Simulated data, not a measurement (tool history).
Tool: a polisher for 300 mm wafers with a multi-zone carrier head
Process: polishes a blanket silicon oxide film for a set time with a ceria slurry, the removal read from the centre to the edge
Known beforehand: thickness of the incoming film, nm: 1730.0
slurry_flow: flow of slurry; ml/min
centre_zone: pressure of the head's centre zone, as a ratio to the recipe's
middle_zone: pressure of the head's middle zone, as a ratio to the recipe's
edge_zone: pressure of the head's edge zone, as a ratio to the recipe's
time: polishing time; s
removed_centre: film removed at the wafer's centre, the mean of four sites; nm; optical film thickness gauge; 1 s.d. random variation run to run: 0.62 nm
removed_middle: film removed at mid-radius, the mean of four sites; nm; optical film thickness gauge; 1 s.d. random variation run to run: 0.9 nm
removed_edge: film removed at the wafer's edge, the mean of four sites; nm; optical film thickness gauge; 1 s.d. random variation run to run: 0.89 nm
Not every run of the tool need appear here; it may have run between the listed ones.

| run | hour | slurry_flow | centre_zone | middle_zone | edge_zone | time | removed_centre | removed_middle | removed_edge |
|---|---|---|---|---|---|---|---|---|---|
| 1 | 0.0 | 290 | 1.00 | 1.00 | 1.00 | 35 | 139.27 | 134.84 | 137.60 |
| 2 | 8.4 | 290 | 1.00 | 1.00 | 1.06 | 35 | 141.58 | 134.83 | 141.47 |
| 3 | 10.5 | 290 | 1.00 | 1.00 | 1.06 | 30 | 121.24 | 116.53 | 122.35 |
| 4 | 14.9 | 290 | 1.06 | 1.00 | 1.06 | 30 | 127.98 | 116.20 | 119.74 |
|  | 20.4 | slurry nozzle cleaned |
| 5 | 20.4 | 285 | 1.06 | 0.99 | 1.01 | 28 | 123.56 | 111.00 | 110.72 |
| 6 | 23.2 | 285 | 1.06 | 0.99 | 1.05 | 28 | 120.45 | 110.29 | 115.16 |

What does the tool deliver on the next run?
| 7 | 26.0 | 285 | 1.06 | 0.99 | 1.05 | 28 | ? | ? | ? |

removed_centre: 122.11 nm
removed_middle: 111.63 nm
removed_edge: 113.62 nm
